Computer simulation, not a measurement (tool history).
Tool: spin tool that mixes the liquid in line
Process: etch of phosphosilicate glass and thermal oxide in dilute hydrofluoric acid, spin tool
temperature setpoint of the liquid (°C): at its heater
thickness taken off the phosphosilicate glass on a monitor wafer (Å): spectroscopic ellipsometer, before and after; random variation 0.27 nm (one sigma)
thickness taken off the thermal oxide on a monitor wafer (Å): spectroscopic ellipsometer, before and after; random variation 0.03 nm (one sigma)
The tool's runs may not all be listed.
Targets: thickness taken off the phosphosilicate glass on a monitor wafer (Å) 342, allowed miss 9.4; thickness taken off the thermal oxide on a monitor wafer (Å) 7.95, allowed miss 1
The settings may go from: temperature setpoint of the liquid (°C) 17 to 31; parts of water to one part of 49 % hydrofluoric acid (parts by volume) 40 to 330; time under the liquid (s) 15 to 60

run  hour  temperature setpoint of the liquid (°C)  parts of water to one part of 49 % hydrofluoric acid (parts by volume)  time under the liquid (s)  thickness taken off the phosphosilicate glass on a monitor wafer (Å)  thickness taken off the thermal oxide on a monitor wafer (Å)
  1     0                                       23                                                                     185                         30                                                                263.16                                                        6.1662
  2   4.1                                       23                                                                     135                         30                                                                380.47                                                         8.785
  3   7.6                                     22.5                                                                     135                         30                                                                374.31                                                        8.9626
  4    14                                     22.5                                                                     135                         20                                                                250.24                                                        5.7302
  5  16.1                                     22.5                                                                      85                         20                                                                 420.9                                                        9.5562
  6  21.7                                     21.5                                                                      85                         20                                                                397.88                                                        9.5776
     23.4  -- thermometer replaced
  7  23.4                                       20                                                                     105                         20                                                                 307.8                                                        7.3459
  8  24.9                                     20.5                                                                     105                         20                                                                317.03                                                        6.9621
  9  33.3                                       21                                                                     105                         20                                                                321.97                                                        7.4372
 10  39.9                                       21                                                                     105                         20                                                                323.64                                                        7.6397

Which of these 4 next moves meets every target?
  A  46.5                                     27.5                                                                     150                         25                                                                     ?                                                             ?
  B  46.5                                       19                                                                     145                         30                                                                     ?                                                             ?
  C  46.5                                       20                                                                     110                         20                                                                     ?                                                             ?
  D  46.5                                     18.5                                                                     100                         20                                                                     ?                                                             ?

move  thickness taken off the phosphosilicate glass on a monitor wafer (Å)  thickness taken off the thermal oxide on a monitor wafer (Å)
   A                                                                 346.8                                                        7.8623
   B                                                                311.87                                                        7.0704
   C                                                                296.21                                                        6.7153
   D                                                                309.64                                                        7.0199
A: meets every target
B: further off than the last run
C: further off than the last run
D: further off than the last run
The right move is A.
